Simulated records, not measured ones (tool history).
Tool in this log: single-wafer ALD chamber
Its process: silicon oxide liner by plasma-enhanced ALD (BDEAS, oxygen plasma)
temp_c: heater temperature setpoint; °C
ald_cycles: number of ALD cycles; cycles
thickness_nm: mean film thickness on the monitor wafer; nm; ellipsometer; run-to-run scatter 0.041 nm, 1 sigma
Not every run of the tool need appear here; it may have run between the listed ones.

{"run": 1, "hour": 0.0, "temp_c": 315, "ald_cycles": 85, "thickness_nm": 8.2696}
{"run": 2, "hour": 4.9, "temp_c": 315, "ald_cycles": 78, "thickness_nm": 7.5446}
{"run": 3, "hour": 9.1, "temp_c": 314, "ald_cycles": 84, "thickness_nm": 8.1751}
{"run": 4, "hour": 10.0, "temp_c": 314, "ald_cycles": 73, "thickness_nm": 7.1541}
{"run": 5, "hour": 10.8, "temp_c": 322, "ald_cycles": 73, "thickness_nm": 6.994}
{"run": 6, "hour": 19.1, "temp_c": 322, "ald_cycles": 78, "thickness_nm": 7.5099}
{"run": 7, "hour": 28.1, "temp_c": 321, "ald_cycles": 84, "thickness_nm": 8.1108}
{"run": 8, "hour": 35.6, "temp_c": 320, "ald_cycles": 88, "thickness_nm": 8.4529}
{"run": 9, "hour": 43.0, "temp_c": 317, "ald_cycles": 91, "thickness_nm": 8.8232}
{"run": 10, "hour": 44.1, "temp_c": 315, "ald_cycles": 93, "thickness_nm": 9.0896}
{"run": 11, "hour": 45.3, "temp_c": 315, "ald_cycles": 93, "thickness_nm": 9.0332}
{"run": 12, "hour": 50.3, "temp_c": 314, "ald_cycles": 94, "thickness_nm": 9.2155}
{"hour": 57.6, "done": "thermocouple changed; heater temperature recalibrated"}
{"run": 13, "hour": 57.6, "temp_c": 312, "ald_cycles": 95, "thickness_nm": 9.2131}
{"run": 14, "hour": 60.7, "temp_c": 312, "ald_cycles": 96, "thickness_nm": 9.291}

Expected results for the next run?
{"run": 15, "hour": 63.9, "temp_c": 312, "ald_cycles": 97, "thickness_nm": "?"}

{"run 15": {"thickness_nm": 9.3812}}
